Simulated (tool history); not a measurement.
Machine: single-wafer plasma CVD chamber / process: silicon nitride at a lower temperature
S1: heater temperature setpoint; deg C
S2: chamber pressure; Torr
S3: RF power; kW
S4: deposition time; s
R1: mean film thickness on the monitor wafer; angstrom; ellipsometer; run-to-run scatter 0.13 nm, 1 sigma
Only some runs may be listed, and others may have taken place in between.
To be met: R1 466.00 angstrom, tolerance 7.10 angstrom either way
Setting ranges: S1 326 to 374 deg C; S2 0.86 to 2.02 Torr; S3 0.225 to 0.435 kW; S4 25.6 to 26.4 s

run,day,S1,S2,S3,S4,R1
1,0.000,350,1.44,0.330,25.6,371.06
2,0.029,360,1.44,0.330,25.6,371.04
3,0.275,370,1.44,0.330,25.6,366.89
4,0.421,374,1.44,0.330,25.6,367.68
5,0.712,374,1.44,0.290,25.6,320.47
6,0.800,374,1.69,0.290,25.6,336.86
7,1.042,374,1.78,0.315,25.6,375.08
8,1.275,374,1.84,0.330,25.6,395.94

Of the 4 settings listed for the next run, only one would bring every result within its allowed miss of target. Which one?
A,1.508,368,2.02,0.360,25.9,?
B,1.508,374,1.89,0.375,26.4,?
C,1.508,369,1.51,0.385,26.4,?
D,1.508,373,1.91,0.355,26.4,?

move,R1
A,449.74
B,465.13
C,444.50
D,444.40
A: moves toward the targets from the last run without getting all of them in spec
B: hits every target within its allowed miss
C: moves toward the targets from the last run without getting all of them in spec
D: moves toward the targets from the last run without getting all of them in spec
Correct choice: B, which meets every target
